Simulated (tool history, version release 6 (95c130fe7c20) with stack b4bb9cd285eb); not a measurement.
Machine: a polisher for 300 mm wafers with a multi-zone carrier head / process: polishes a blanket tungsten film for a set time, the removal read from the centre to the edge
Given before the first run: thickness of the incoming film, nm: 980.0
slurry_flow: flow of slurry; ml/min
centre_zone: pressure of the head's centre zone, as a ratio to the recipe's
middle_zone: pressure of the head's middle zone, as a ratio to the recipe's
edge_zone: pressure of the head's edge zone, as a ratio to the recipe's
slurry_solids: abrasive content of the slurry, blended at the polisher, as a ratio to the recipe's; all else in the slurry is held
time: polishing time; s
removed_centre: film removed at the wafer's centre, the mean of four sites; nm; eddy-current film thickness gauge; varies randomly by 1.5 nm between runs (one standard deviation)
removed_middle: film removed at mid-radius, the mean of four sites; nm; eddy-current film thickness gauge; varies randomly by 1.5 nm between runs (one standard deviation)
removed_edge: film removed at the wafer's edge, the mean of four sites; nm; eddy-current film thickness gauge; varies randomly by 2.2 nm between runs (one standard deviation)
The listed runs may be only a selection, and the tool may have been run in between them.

Run 1, day 0.000: slurry_flow 170 ml/min, centre_zone 1.00, middle_zone 1.00, edge_zone 1.00, slurry_solids 1.00, time 39 s. Result: removed_centre 215.94 nm, removed_middle 208.18 nm, removed_edge 214.64 nm.
Run 2, day 0.338: slurry_flow 170 ml/min, centre_zone 1.00, middle_zone 1.00, edge_zone 1.00, slurry_solids 1.00, time 34 s. Result: removed_centre 187.64 nm, removed_middle 185.15 nm, removed_edge 189.00 nm.
Run 3, day 0.512: slurry_flow 165 ml/min, centre_zone 1.00, middle_zone 0.98, edge_zone 0.98, slurry_solids 0.95, time 34 s. Result: removed_centre 186.35 nm, removed_middle 179.40 nm, removed_edge 185.14 nm.
Run 4, day 0.538: slurry_flow 160 ml/min, centre_zone 1.00, middle_zone 0.96, edge_zone 0.97, slurry_solids 0.90, time 34 s. Result: removed_centre 182.16 nm, removed_middle 173.48 nm, removed_edge 187.69 nm.
Run 5, day 0.708: slurry_flow 160 ml/min, centre_zone 1.00, middle_zone 0.96, edge_zone 0.97, slurry_solids 1.05, time 34 s. Result: removed_centre 190.44 nm, removed_middle 177.61 nm, removed_edge 185.52 nm.
Run 6, day 0.862: slurry_flow 160 ml/min, centre_zone 1.00, middle_zone 0.96, edge_zone 0.97, slurry_solids 1.20, time 34 s. Result: removed_centre 192.16 nm, removed_middle 184.27 nm, removed_edge 198.03 nm.
Run 7, day 1.050: slurry_flow 160 ml/min, centre_zone 1.00, middle_zone 0.95, edge_zone 0.96, slurry_solids 1.10, time 34 s. Result: removed_centre 188.88 nm, removed_middle 176.88 nm, removed_edge 188.40 nm.
Run 8, day 1.258: slurry_flow 160 ml/min, centre_zone 1.00, middle_zone 0.94, edge_zone 0.95, slurry_solids 1.05, time 34 s. Result: removed_centre 188.44 nm, removed_middle 174.38 nm, removed_edge 191.21 nm.
Run 9, day 1.400: slurry_flow 160 ml/min, centre_zone 1.01, middle_zone 0.94, edge_zone 0.95, slurry_solids 1.00, time 34 s. Result: removed_centre 190.88 nm, removed_middle 170.53 nm, removed_edge 181.35 nm.
Run 10, day 1.558: slurry_flow 155 ml/min, centre_zone 1.01, middle_zone 0.93, edge_zone 0.94, slurry_solids 0.95, time 34 s. Result: removed_centre 182.13 nm, removed_middle 172.04 nm, removed_edge 179.12 nm.
Run 11, day 1.612: slurry_flow 155 ml/min, centre_zone 1.02, middle_zone 0.92, edge_zone 0.94, slurry_solids 0.90, time 34 s. Result: removed_centre 186.81 nm, removed_middle 169.19 nm, removed_edge 176.57 nm.

Run 12, settings as shown, results not yet in. Your forecast:
Run 12, day 1.725: slurry_flow 120 ml/min, centre_zone 1.00, middle_zone 0.82, edge_zone 0.89, slurry_solids 0.70, time 33 s. Result: removed_centre ?, removed_middle ?, removed_edge ?.

removed_centre: 159.81 nm
removed_middle: 134.10 nm
removed_edge: 155.16 nm
